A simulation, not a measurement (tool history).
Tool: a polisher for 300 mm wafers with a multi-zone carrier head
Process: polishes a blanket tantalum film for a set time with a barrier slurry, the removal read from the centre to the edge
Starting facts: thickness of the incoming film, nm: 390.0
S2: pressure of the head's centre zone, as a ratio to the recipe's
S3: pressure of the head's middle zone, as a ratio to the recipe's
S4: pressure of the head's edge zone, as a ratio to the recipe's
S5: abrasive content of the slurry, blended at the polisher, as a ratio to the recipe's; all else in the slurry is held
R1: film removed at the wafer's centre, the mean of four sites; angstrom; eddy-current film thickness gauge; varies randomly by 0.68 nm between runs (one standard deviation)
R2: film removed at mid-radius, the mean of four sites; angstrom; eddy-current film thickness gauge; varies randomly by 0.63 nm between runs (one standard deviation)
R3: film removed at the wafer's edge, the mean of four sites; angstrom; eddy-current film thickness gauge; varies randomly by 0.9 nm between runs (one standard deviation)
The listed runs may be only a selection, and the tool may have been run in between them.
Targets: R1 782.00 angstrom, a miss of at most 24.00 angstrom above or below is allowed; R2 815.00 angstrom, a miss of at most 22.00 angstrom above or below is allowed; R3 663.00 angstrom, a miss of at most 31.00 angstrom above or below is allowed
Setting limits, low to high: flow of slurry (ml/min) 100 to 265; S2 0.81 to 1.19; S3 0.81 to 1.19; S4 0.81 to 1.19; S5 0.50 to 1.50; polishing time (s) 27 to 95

{"run": 1, "day": 0.0, "flow of slurry (ml/min)": 170, "S2": 1.0, "S3": 1.0, "S4": 1.0, "S5": 1.0, "polishing time (s)": 61, "R1": 1061.0, "R2": 1103.7, "R3": 1096.5}
{"run": 2, "day": 0.183, "flow of slurry (ml/min)": 130, "S2": 1.0, "S3": 1.0, "S4": 1.0, "S5": 1.0, "polishing time (s)": 61, "R1": 983.39, "R2": 1029.2, "R3": 1034.9}
{"run": 3, "day": 0.354, "flow of slurry (ml/min)": 135, "S2": 1.03, "S3": 1.04, "S4": 0.94, "S5": 0.85, "polishing time (s)": 57, "R1": 932.76, "R2": 958.56, "R3": 901.9}
{"run": 4, "day": 0.642, "flow of slurry (ml/min)": 160, "S2": 1.03, "S3": 1.04, "S4": 0.94, "S5": 0.85, "polishing time (s)": 57, "R1": 969.52, "R2": 1002.5, "R3": 953.41}
{"run": 5, "day": 0.929, "flow of slurry (ml/min)": 160, "S2": 1.03, "S3": 1.0, "S4": 0.94, "S5": 0.85, "polishing time (s)": 57, "R1": 967.81, "R2": 966.72, "R3": 925.76}
{"run": 6, "day": 1.283, "flow of slurry (ml/min)": 160, "S2": 1.03, "S3": 1.0, "S4": 0.94, "S5": 1.05, "polishing time (s)": 57, "R1": 1018.3, "R2": 1032.7, "R3": 972.42}
{"run": 7, "day": 1.425, "flow of slurry (ml/min)": 155, "S2": 1.05, "S3": 1.05, "S4": 0.9, "S5": 0.85, "polishing time (s)": 54, "R1": 910.18, "R2": 940.99, "R3": 872.66}
{"run": 8, "day": 1.504, "flow of slurry (ml/min)": 145, "S2": 1.09, "S3": 1.1, "S4": 0.87, "S5": 0.75, "polishing time (s)": 52, "R1": 868.28, "R2": 892.78, "R3": 770.22}
{"run": 9, "day": 1.762, "flow of slurry (ml/min)": 135, "S2": 1.1, "S3": 1.11, "S4": 0.85, "S5": 0.7, "polishing time (s)": 52, "R1": 829.57, "R2": 857.52, "R3": 743.32}
{"run": 10, "day": 1.938, "flow of slurry (ml/min)": 130, "S2": 1.12, "S3": 1.13, "S4": 0.84, "S5": 0.65, "polishing time (s)": 52, "R1": 807.03, "R2": 829.94, "R3": 708.08}

4 next moves are on the table. One of them brings every result within its allowed miss. Which?
{"run": "A", "day": 2.112, "flow of slurry (ml/min)": 100, "S2": 1.05, "S3": 1.14, "S4": 0.92, "S5": 0.5, "polishing time (s)": 61, "R1": "?", "R2": "?", "R3": "?"}
{"run": "B", "day": 2.112, "flow of slurry (ml/min)": 115, "S2": 1.04, "S3": 1.01, "S4": 0.88, "S5": 0.9, "polishing time (s)": 50, "R1": "?", "R2": "?", "R3": "?"}
{"run": "C", "day": 2.112, "flow of slurry (ml/min)": 115, "S2": 1.14, "S3": 1.18, "S4": 0.81, "S5": 0.75, "polishing time (s)": 48, "R1": "?", "R2": "?", "R3": "?"}
{"run": "D", "day": 2.112, "flow of slurry (ml/min)": 135, "S2": 1.07, "S3": 1.12, "S4": 0.89, "S5": 0.65, "polishing time (s)": 47, "R1": "?", "R2": "?", "R3": "?"}

move=A R1=726.74 R2=820.71 R3=733.11
move=B R1=782.12 R2=805.36 R3=765.91
move=C R1=775.05 R2=822.39 R3=664.77
move=D R1=707.94 R2=763.67 R3=663.02
A: moves away from the targets compared with the last run
B: moves away from the targets compared with the last run
C: hits every target within its allowed miss
D: the furthest-off result lands on target, but another misses its tolerance
Correct choice: C, which meets every target
